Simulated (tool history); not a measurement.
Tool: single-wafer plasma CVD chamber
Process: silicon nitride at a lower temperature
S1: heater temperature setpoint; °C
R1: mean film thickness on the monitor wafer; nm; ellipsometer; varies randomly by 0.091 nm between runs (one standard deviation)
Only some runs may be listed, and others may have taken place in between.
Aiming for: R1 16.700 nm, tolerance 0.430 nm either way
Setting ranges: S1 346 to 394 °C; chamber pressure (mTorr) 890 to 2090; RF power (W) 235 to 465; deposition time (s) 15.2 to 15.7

Run 1, hour 0.0: S1 370 °C, chamber pressure (mTorr) 1490, RF power (W) 350, deposition time (s) 15.2. Result: R1 21.233 nm.
Run 2, hour 1.5: S1 370 °C, chamber pressure (mTorr) 1390, RF power (W) 350, deposition time (s) 15.2. Result: R1 20.658 nm.
Run 3, hour 3.3: S1 370 °C, chamber pressure (mTorr) 1260, RF power (W) 330, deposition time (s) 15.2. Result: R1 19.270 nm.
Run 4, hour 11.6: S1 362 °C, chamber pressure (mTorr) 1260, RF power (W) 330, deposition time (s) 15.2. Result: R1 19.376 nm.
Run 5, hour 19.9: S1 362 °C, chamber pressure (mTorr) 1260, RF power (W) 310, deposition time (s) 15.2. Result: R1 18.452 nm.
Run 6, hour 25.5: S1 362 °C, chamber pressure (mTorr) 1260, RF power (W) 310, deposition time (s) 15.2. Result: R1 18.619 nm.
Run 7, hour 34.1: S1 362 °C, chamber pressure (mTorr) 1170, RF power (W) 305, deposition time (s) 15.2. Result: R1 17.745 nm.
Run 8, hour 42.0: S1 362 °C, chamber pressure (mTorr) 1120, RF power (W) 305, deposition time (s) 15.2. Result: R1 17.742 nm.

Consider the 4 candidate settings below. Which is the only one whose results all fall within their allowed miss of target?
Run A, hour 49.9: S1 358 °C, chamber pressure (mTorr) 1030, RF power (W) 345, deposition time (s) 15.7. Result: R1 ?.
Run B, hour 49.9: S1 364 °C, chamber pressure (mTorr) 1150, RF power (W) 305, deposition time (s) 15.3. Result: R1 ?.
Run C, hour 49.9: S1 360 °C, chamber pressure (mTorr) 890, RF power (W) 320, deposition time (s) 15.2. Result: R1 ?.
Run D, hour 49.9: S1 359 °C, chamber pressure (mTorr) 1010, RF power (W) 300, deposition time (s) 15.7. Result: R1 ?.

move      R1
   A  19.135
   B  17.891
   C  16.567
   D  17.327
A: misses by more than the last run did
B: misses by more than the last run did
C: all results land within tolerance of their targets
D: gains on the last run, yet a result remains outside its allowed miss
The move that meets every target is C.
